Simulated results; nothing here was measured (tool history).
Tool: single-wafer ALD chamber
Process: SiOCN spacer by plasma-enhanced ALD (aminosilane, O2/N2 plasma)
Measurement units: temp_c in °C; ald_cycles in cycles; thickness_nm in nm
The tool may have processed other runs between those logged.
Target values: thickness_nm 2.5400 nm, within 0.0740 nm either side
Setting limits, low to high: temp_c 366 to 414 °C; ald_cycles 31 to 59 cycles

| run | hour | temp_c | ald_cycles | thickness_nm |
|---|---|---|---|---|
| 1 | 0.0 | 390 | 45 | 2.8417 |
| 2 | 4.5 | 390 | 44 | 2.7867 |
| 3 | 8.3 | 398 | 44 | 2.7738 |
| 4 | 10.8 | 398 | 50 | 3.1575 |
| 5 | 15.6 | 398 | 49 | 3.1205 |
| 6 | 24.4 | 398 | 54 | 3.4353 |
| 7 | 26.4 | 398 | 52 | 3.2913 |
| 8 | 29.7 | 398 | 50 | 3.1936 |
| 9 | 36.5 | 398 | 49 | 3.1079 |
| 10 | 42.2 | 398 | 48 | 3.0448 |
| 11 | 51.1 | 398 | 47 | 2.9872 |
| 12 | 60.0 | 398 | 46 | 2.9311 |
| 13 | 64.1 | 398 | 45 | 2.8800 |

Next run, 4 choices. One meets every target within its allowed miss, the rest don't. Which?
| A | 68.2 | 395 | 42 | ? |
| B | 68.2 | 410 | 58 | ? |
| C | 68.2 | 407 | 57 | ? |
| D | 68.2 | 397 | 40 | ? |

| move | thickness_nm |
|---|---|
| A | 2.6786 |
| B | 3.5570 |
| C | 3.5329 |
| D | 2.5510 |
A: moves toward the targets from the last run without getting all of them in spec
B: moves away from the targets compared with the last run
C: moves away from the targets compared with the last run
D: all results in spec
D is the move that brings every result within its allowed miss.
